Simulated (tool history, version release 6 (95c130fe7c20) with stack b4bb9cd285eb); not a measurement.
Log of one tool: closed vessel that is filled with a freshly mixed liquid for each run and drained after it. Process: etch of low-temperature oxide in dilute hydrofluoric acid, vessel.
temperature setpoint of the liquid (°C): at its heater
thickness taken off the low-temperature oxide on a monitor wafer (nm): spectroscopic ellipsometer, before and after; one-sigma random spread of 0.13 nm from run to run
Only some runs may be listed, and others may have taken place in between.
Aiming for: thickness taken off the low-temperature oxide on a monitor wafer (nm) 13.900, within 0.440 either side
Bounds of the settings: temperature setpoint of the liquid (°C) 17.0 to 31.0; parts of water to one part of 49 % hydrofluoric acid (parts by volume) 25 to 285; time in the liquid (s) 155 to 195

run  hour  temperature setpoint of the liquid (°C)  parts of water to one part of 49 % hydrofluoric acid (parts by volume)  time in the liquid (s)  thickness taken off the low-temperature oxide on a monitor wafer (nm)
  1   0.0                                     23.0                                                                     155                     195                                                                 19.871
  2   5.2                                     23.0                                                                     155                     195                                                                 19.724
  3   9.0                                     23.0                                                                     130                     195                                                                 24.568
  4  17.8                                     21.0                                                                     145                     195                                                                 20.080
  5  24.5                                     20.0                                                                     155                     195                                                                 17.556
  6  31.0                                     19.0                                                                     160                     195                                                                 16.429
  7  34.2                                     18.5                                                                     165                     195                                                                 15.452
  8  42.8                                     18.0                                                                     165                     195                                                                 15.116
  9  44.2                                     17.5                                                                     165                     195                                                                 14.962

Exactly one of the 4 candidate moves below puts every result within its allowed miss. Which one?
  A  45.6                                     21.5                                                                     165                     155                                                                      ?
  B  45.6                                     18.5                                                                     160                     190                                                                      ?
  C  45.6                                     17.0                                                                     125                     155                                                                      ?
  D  45.6                                     17.0                                                                     165                     175                                                                      ?

move  thickness taken off the low-temperature oxide on a monitor wafer (nm)
   A                                                                 13.727
   B                                                                 15.513
   C                                                                 15.822
   D                                                                 12.979
A: hits every target within its allowed miss
B: its largest miss is bigger than the last run's
C: its largest miss is bigger than the last run's
D: the result that was furthest off in the last run now lies on the other side of its target
Move A is the one to make.

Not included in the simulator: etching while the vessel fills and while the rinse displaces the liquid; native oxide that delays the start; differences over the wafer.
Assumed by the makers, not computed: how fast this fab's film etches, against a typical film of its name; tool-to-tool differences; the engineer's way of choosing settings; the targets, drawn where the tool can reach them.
